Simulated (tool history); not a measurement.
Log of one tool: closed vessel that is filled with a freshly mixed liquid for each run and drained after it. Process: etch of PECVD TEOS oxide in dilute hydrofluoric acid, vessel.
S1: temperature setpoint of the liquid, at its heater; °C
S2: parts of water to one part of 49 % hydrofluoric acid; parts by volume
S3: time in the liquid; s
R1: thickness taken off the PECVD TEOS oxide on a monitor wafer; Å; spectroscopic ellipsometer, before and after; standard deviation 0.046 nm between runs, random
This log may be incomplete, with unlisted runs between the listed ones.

{"run": 1, "hour": 0.0, "S1": 21, "S2": 155, "S3": 215, "R1": 168.7}
{"run": 2, "hour": 3.2, "S1": 22.5, "S2": 155, "S3": 215, "R1": 179.51}
{"run": 3, "hour": 11.1, "S1": 21, "S2": 170, "S3": 215, "R1": 152.96}
{"run": 4, "hour": 14.7, "S1": 17.5, "S2": 170, "S3": 215, "R1": 133.97}
{"run": 5, "hour": 15.7, "S1": 17.5, "S2": 180, "S3": 215, "R1": 125.07}
{"run": 6, "hour": 22.7, "S1": 17.5, "S2": 135, "S3": 215, "R1": 172.72}

Run 7 has not been measured yet. What should we expect?
{"run": 7, "hour": 31.2, "S1": 17.5, "S2": 155, "S3": 215, "R1": "?"}

Run 7 came out at R1 149.32 Å.
